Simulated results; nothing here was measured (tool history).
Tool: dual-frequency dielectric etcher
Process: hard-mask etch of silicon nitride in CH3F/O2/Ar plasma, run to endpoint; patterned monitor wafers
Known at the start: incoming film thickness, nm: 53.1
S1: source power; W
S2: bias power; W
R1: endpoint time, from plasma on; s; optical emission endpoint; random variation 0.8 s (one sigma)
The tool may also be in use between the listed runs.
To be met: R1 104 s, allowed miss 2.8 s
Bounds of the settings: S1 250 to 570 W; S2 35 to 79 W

Run 1, hour 0: S1 410 W, S2 57 W. Result: R1 86.923 s.
Run 2, hour 7.6: S1 410 W, S2 48 W. Result: R1 90.946 s.
Run 3, hour 8.9: S1 410 W, S2 52 W. Result: R1 88.737 s.
Run 4, hour 13.3: S1 380 W, S2 50 W. Result: R1 92.718 s.
Run 5, hour 18.1: S1 360 W, S2 49 W. Result: R1 94.901 s.
Run 6, hour 20.7: S1 340 W, S2 48 W. Result: R1 98.505 s.
Run 7, hour 23.9: S1 340 W, S2 48 W. Result: R1 96.724 s.
Run 8, hour 32.8: S1 320 W, S2 47 W. Result: R1 100.83 s.

Which of these 4 next moves meets every target?
Run A, hour 41.7: S1 290 W, S2 48 W. Result: R1 ?.
Run B, hour 41.7: S1 300 W, S2 35 W. Result: R1 ?.
Run C, hour 41.7: S1 370 W, S2 48 W. Result: R1 ?.
Run D, hour 41.7: S1 270 W, S2 40 W. Result: R1 ?.

move      R1
   A   104.4
   B  111.46
   C  94.377
   D  112.81
A: meets every target
B: takes the result that was furthest off past its target
C: further off than the last run
D: takes the result that was furthest off past its target
Move A is the one to make.
